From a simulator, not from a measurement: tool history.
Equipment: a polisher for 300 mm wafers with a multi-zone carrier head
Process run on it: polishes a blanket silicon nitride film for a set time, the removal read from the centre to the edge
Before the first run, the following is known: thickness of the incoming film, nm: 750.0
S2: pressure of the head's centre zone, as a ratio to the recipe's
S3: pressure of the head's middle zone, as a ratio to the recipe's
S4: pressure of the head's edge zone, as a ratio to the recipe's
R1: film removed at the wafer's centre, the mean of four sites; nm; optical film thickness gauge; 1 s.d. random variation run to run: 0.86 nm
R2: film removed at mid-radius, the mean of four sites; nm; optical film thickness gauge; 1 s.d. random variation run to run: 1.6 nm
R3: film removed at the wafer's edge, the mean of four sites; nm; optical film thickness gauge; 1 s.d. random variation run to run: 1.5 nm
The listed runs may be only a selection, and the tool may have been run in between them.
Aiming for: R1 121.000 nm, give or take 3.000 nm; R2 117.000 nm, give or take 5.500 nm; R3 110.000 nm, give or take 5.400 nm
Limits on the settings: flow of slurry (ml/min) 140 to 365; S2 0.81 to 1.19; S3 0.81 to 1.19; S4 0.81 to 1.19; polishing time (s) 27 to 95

Run 1, hour 0.0: flow of slurry (ml/min) 235, S2 1.00, S3 1.00, S4 1.00, polishing time (s) 61. Result: R1 100.230 nm, R2 91.414 nm, R3 94.710 nm.
Run 2, hour 4.8: flow of slurry (ml/min) 240, S2 1.01, S3 1.02, S4 1.01, polishing time (s) 62. Result: R1 104.320 nm, R2 94.147 nm, R3 95.003 nm.
Run 3, hour 12.5: flow of slurry (ml/min) 195, S2 1.01, S3 1.02, S4 1.01, polishing time (s) 62. Result: R1 100.430 nm, R2 92.586 nm, R3 94.752 nm.
Run 4, hour 16.8: flow of slurry (ml/min) 195, S2 1.01, S3 1.02, S4 1.06, polishing time (s) 62. Result: R1 99.784 nm, R2 93.842 nm, R3 95.295 nm.
Run 5, hour 19.1: flow of slurry (ml/min) 200, S2 1.01, S3 1.03, S4 1.07, polishing time (s) 63. Result: R1 101.920 nm, R2 95.671 nm, R3 93.502 nm.
At hour 27.4: centre zone pressure recalibrated.
Run 6, hour 27.4: flow of slurry (ml/min) 200, S2 1.01, S3 1.03, S4 1.07, polishing time (s) 64. Result: R1 95.667 nm, R2 98.666 nm, R3 99.493 nm.
Run 7, hour 29.3: flow of slurry (ml/min) 205, S2 1.03, S3 1.04, S4 1.07, polishing time (s) 65. Result: R1 98.355 nm, R2 98.458 nm, R3 98.974 nm.
Run 8, hour 31.5: flow of slurry (ml/min) 205, S2 1.01, S3 1.04, S4 1.05, polishing time (s) 66. Result: R1 99.232 nm, R2 100.320 nm, R3 100.760 nm.

Below are 5 possible settings for the next run. Only one of them brings all results inside the allowed miss of their targets. Which is it?
Run A, hour 33.7: flow of slurry (ml/min) 220, S2 1.13, S3 1.13, S4 1.10, polishing time (s) 72. Result: R1 ?, R2 ?, R3 ?.
Run B, hour 33.7: flow of slurry (ml/min) 175, S2 1.13, S3 0.81, S4 0.93, polishing time (s) 75. Result: R1 ?, R2 ?, R3 ?.
Run C, hour 33.7: flow of slurry (ml/min) 185, S2 1.13, S3 0.90, S4 1.00, polishing time (s) 79. Result: R1 ?, R2 ?, R3 ?.
Run D, hour 33.7: flow of slurry (ml/min) 210, S2 1.02, S3 1.09, S4 1.07, polishing time (s) 58. Result: R1 ?, R2 ?, R3 ?.
Run E, hour 33.7: flow of slurry (ml/min) 295, S2 1.06, S3 0.98, S4 0.92, polishing time (s) 78. Result: R1 ?, R2 ?, R3 ?.

move       R1       R2       R3
   A  121.180  117.800  111.590
   B  120.710   98.826  108.370
   C  128.700  110.940  117.080
   D   87.349   92.364   88.770
   E  128.090  122.280  118.690
A: all results land within tolerance of their targets
B: gets the furthest-off result to its target, but another result is out of tolerance
C: takes the biggest miss from the last run beyond its target
D: lands further from the targets than the last run did
E: takes the biggest miss from the last run beyond its target
The right move is A.
